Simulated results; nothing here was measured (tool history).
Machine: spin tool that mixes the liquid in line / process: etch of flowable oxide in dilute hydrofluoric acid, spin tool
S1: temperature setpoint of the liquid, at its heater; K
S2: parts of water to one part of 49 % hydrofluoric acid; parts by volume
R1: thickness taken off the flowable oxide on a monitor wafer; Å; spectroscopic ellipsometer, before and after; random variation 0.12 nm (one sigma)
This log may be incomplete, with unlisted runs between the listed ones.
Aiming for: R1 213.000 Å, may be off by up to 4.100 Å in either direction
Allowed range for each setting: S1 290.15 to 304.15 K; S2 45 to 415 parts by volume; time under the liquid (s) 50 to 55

Run 1, hour 0.0: S1 296.15 K, S2 230 parts by volume, time under the liquid (s) 50. Result: R1 86.816 Å.
Run 2, hour 4.5: S1 298.65 K, S2 195 parts by volume, time under the liquid (s) 50. Result: R1 117.830 Å.
Run 3, hour 10.4: S1 298.65 K, S2 195 parts by volume, time under the liquid (s) 50. Result: R1 118.380 Å.
Run 4, hour 18.7: S1 300.15 K, S2 175 parts by volume, time under the liquid (s) 50. Result: R1 140.810 Å.
Run 5, hour 24.5: S1 300.15 K, S2 175 parts by volume, time under the liquid (s) 55. Result: R1 154.270 Å.
Run 6, hour 33.3: S1 301.15 K, S2 165 parts by volume, time under the liquid (s) 55. Result: R1 174.750 Å.
Run 7, hour 41.5: S1 302.15 K, S2 160 parts by volume, time under the liquid (s) 55. Result: R1 185.230 Å.
Run 8, hour 43.6: S1 304.15 K, S2 145 parts by volume, time under the liquid (s) 55. Result: R1 223.780 Å.
Run 9, hour 50.2: S1 303.65 K, S2 145 parts by volume, time under the liquid (s) 55. Result: R1 222.300 Å.
Run 10, hour 56.8: S1 303.15 K, S2 145 parts by volume, time under the liquid (s) 55. Result: R1 218.040 Å.

Of the 4 settings listed for the next run, only one would bring every result within its allowed miss of target. Which one?
Run A, hour 63.4: S1 302.65 K, S2 140 parts by volume, time under the liquid (s) 55. Result: R1 ?.
Run B, hour 63.4: S1 304.15 K, S2 145 parts by volume, time under the liquid (s) 55. Result: R1 ?.
Run C, hour 63.4: S1 299.15 K, S2 125 parts by volume, time under the liquid (s) 55. Result: R1 ?.
Run D, hour 63.4: S1 300.15 K, S2 135 parts by volume, time under the liquid (s) 55. Result: R1 ?.

move       R1
   A  221.030
   B  223.780
   C  221.470
   D  210.330
A: its largest miss is bigger than the last run's
B: its largest miss is bigger than the last run's
C: its largest miss is bigger than the last run's
D: in spec on every target
D meets every target.
